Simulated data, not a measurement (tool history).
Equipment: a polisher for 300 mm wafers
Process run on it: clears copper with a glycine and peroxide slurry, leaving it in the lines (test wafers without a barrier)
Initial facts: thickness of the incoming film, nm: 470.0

| run | hour | flow of slurry (ml/min) | pressure of the wafer on the pad (psi) | speed of the pad under the wafer (m/s) | overpolish time after the end point (s) | time until the end point was called (s) | dishing of a wide line in a test structure (angstrom) |
|---|---|---|---|---|---|---|---|
| 1 | 0.0 | 250 | 2.0 | 1.14 | 24 | 100.000 | 738.86 |
| 2 | 7.1 | 250 | 1.9 | 1.16 | 22 | 102.500 | 676.60 |
| 3 | 14.8 | 250 | 1.8 | 1.18 | 20 | 106.030 | 604.64 |
| 4 | 16.5 | 210 | 1.8 | 1.18 | 20 | 109.630 | 588.51 |
| 5 | 19.9 | 220 | 1.7 | 1.18 | 18 | 108.930 | 523.57 |
| 6 | 28.1 | 220 | 2.0 | 1.18 | 18 | 98.162 | 586.88 |

Estimate the outcome of run 7 from the log above:
| 7 | 30.5 | 225 | 1.9 | 1.18 | 17 | ? | ? |

For run 7 the tool returned time until the end point was called (s) 103.510, dishing of a wide line in a test structure (angstrom) 541.91.
